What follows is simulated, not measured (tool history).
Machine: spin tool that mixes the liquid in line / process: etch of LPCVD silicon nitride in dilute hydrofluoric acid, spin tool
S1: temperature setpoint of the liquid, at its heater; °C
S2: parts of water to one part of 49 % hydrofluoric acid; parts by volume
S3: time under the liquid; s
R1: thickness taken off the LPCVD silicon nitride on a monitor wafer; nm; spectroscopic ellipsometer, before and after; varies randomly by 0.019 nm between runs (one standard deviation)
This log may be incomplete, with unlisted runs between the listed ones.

| run | hour | S1 | S2 | S3 | R1 |
|---|---|---|---|---|---|
| 1 | 0.0 | 26.0 | 55 | 70 | 0.66713 |
| 2 | 2.4 | 29.0 | 55 | 70 | 0.79683 |
| 3 | 4.0 | 29.0 | 70 | 70 | 0.63206 |
| 4 | 9.8 | 29.0 | 70 | 70 | 0.64724 |
| 5 | 13.1 | 29.0 | 85 | 70 | 0.51400 |
| 6 | 14.3 | 30.5 | 70 | 70 | 0.69327 |

Estimate the outcome of run 7 from the log above:
| 7 | 16.2 | 31.5 | 55 | 70 | ? |

R1: 0.92817 nm

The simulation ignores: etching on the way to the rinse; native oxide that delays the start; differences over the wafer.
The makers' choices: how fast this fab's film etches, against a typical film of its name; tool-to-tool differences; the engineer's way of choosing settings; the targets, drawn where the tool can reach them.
